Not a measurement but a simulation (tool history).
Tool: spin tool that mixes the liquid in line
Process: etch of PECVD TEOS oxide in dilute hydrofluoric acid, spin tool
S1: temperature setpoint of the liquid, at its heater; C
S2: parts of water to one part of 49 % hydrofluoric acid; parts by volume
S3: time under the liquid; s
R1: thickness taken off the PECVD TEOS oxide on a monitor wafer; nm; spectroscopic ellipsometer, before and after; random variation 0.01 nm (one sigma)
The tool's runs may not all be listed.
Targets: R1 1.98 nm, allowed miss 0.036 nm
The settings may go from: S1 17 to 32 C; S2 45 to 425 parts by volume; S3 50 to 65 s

Run 1, hour 0: S1 24 C, S2 235 parts by volume, S3 65 s. Result: R1 2.2582 nm.
Run 2, hour 4.9: S1 23.5 C, S2 235 parts by volume, S3 65 s. Result: R1 2.1977 nm.
Run 3, hour 7.8: S1 27 C, S2 235 parts by volume, S3 65 s. Result: R1 2.5265 nm.
Run 4, hour 8.5: S1 25.5 C, S2 235 parts by volume, S3 65 s. Result: R1 2.3863 nm.
Run 5, hour 10.5: S1 25 C, S2 235 parts by volume, S3 65 s. Result: R1 2.3462 nm.
Run 6, hour 12.3: S1 24.5 C, S2 235 parts by volume, S3 65 s. Result: R1 2.3007 nm.
Run 7, hour 17.3: S1 24 C, S2 235 parts by volume, S3 65 s. Result: R1 2.2757 nm.
Run 8, hour 18: S1 23.5 C, S2 235 parts by volume, S3 65 s. Result: R1 2.2105 nm.
Run 9, hour 18.6: S1 23 C, S2 235 parts by volume, S3 65 s. Result: R1 2.186 nm.
Run 10, hour 27.3: S1 22.5 C, S2 235 parts by volume, S3 65 s. Result: R1 2.1549 nm.

5 next moves are on the table. One of them brings every result within its allowed miss. Which?
Run A, hour 36: S1 21.5 C, S2 205 parts by volume, S3 50 s. Result: R1 ?.
Run B, hour 36: S1 22 C, S2 225 parts by volume, S3 65 s. Result: R1 ?.
Run C, hour 36: S1 23.5 C, S2 220 parts by volume, S3 65 s. Result: R1 ?.
Run D, hour 36: S1 26 C, S2 240 parts by volume, S3 65 s. Result: R1 ?.
Run E, hour 36: S1 20.5 C, S2 190 parts by volume, S3 50 s. Result: R1 ?.

move      R1
   A  1.8635
   B  2.2042
   C   2.395
   D  2.3515
   E  1.9646
A: takes the result that was furthest off past its target
B: further off than the last run
C: further off than the last run
D: further off than the last run
E: meets every target
Answer: E

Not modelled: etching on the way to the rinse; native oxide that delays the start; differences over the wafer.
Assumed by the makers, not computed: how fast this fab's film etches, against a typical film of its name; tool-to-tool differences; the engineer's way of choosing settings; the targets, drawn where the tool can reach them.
